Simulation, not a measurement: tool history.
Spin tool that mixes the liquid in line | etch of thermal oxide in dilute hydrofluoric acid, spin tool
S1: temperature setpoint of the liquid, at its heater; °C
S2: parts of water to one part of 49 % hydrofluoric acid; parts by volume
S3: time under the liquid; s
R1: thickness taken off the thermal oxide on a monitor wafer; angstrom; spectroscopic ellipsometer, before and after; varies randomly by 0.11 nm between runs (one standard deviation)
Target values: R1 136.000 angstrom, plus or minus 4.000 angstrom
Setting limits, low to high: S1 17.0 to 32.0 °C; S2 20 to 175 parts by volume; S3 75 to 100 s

Run 1, hour 0.0: S1 24.0 °C, S2 95 parts by volume, S3 100 s. Result: R1 53.151 angstrom.
Run 2, hour 5.3: S1 24.0 °C, S2 65 parts by volume, S3 100 s. Result: R1 81.137 angstrom.
Run 3, hour 12.2: S1 24.0 °C, S2 65 parts by volume, S3 75 s. Result: R1 61.593 angstrom.
Run 4, hour 15.6: S1 24.0 °C, S2 95 parts by volume, S3 75 s. Result: R1 40.274 angstrom.
Run 5, hour 19.9: S1 25.0 °C, S2 85 parts by volume, S3 75 s. Result: R1 47.828 angstrom.
Run 6, hour 24.9: S1 25.0 °C, S2 55 parts by volume, S3 75 s. Result: R1 75.938 angstrom.
Run 7, hour 26.7: S1 26.0 °C, S2 50 parts by volume, S3 75 s. Result: R1 87.978 angstrom.
Run 8, hour 34.9: S1 27.0 °C, S2 50 parts by volume, S3 75 s. Result: R1 91.883 angstrom.
Run 9, hour 36.7: S1 28.0 °C, S2 50 parts by volume, S3 75 s. Result: R1 94.068 angstrom.
Run 10, hour 38.0: S1 28.5 °C, S2 50 parts by volume, S3 75 s. Result: R1 97.683 angstrom.
Run 11, hour 44.9: S1 29.0 °C, S2 50 parts by volume, S3 75 s. Result: R1 98.718 angstrom.
Run 12, hour 51.0: S1 29.5 °C, S2 50 parts by volume, S3 75 s. Result: R1 100.760 angstrom.
Run 13, hour 53.8: S1 30.0 °C, S2 50 parts by volume, S3 75 s. Result: R1 103.550 angstrom.
Run 14, hour 55.3: S1 30.5 °C, S2 50 parts by volume, S3 75 s. Result: R1 103.600 angstrom.

5 next moves are on the table. One of them brings every result within its allowed miss. Which?
Run A, hour 56.8: S1 31.0 °C, S2 50 parts by volume, S3 95 s. Result: R1 ?.
Run B, hour 56.8: S1 32.0 °C, S2 50 parts by volume, S3 100 s. Result: R1 ?.
Run C, hour 56.8: S1 30.0 °C, S2 65 parts by volume, S3 75 s. Result: R1 ?.
Run D, hour 56.8: S1 29.5 °C, S2 60 parts by volume, S3 75 s. Result: R1 ?.
Run E, hour 56.8: S1 26.5 °C, S2 40 parts by volume, S3 100 s. Result: R1 ?.

move       R1
   A  133.200
   B  145.750
   C   76.036
   D   81.394
   E  148.730
A: all results in spec
B: pushes the last run's worst result past its target
C: moves away from the targets compared with the last run
D: moves away from the targets compared with the last run
E: pushes the last run's worst result past its target
A is the move that brings every result within its allowed miss.
